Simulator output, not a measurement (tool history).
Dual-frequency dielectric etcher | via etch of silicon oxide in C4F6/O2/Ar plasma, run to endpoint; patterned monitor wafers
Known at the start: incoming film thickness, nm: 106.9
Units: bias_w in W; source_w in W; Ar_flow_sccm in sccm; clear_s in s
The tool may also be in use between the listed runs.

run  hour  bias_w  source_w  Ar_flow_sccm  clear_s
  1     0     440       380           344   27.106
  2   4.5     481       400           339   25.402
  3   9.9     481       400           303   25.095
  4  17.1     507       410           301   24.281
  5  21.8     525       420           300   23.541
  6  22.7     535       420           299   23.467
  7  30.2     545       420           298   23.396

Forecast run 8:
  8  36.2     554       420           297        ?

clear_s: 23.245 s
